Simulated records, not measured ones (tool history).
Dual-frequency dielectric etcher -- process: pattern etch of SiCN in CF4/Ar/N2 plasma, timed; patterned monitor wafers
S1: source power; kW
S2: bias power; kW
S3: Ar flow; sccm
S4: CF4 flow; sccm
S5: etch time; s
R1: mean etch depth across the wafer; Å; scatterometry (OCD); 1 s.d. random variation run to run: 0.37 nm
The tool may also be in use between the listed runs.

run  hour     S1     S2   S3  S4    S5      R1
  1   0.0  0.490  0.051  106  77  84.5  632.50
  2   6.2  0.410  0.051  106  77  84.5  561.43
  3  14.7  0.460  0.052  105  77  84.5  609.93
  4  17.3  0.460  0.061  105  77  84.5  638.90
  5  20.5  0.490  0.062  104  77  84.5  666.69
  6  22.1  0.440  0.062  104  77  84.5  621.36

Run 7 is up next; what results do you expect?
  7  29.6  0.480  0.063  103  77  84.5   ?

{"run 7": {"R1": 659.09}}
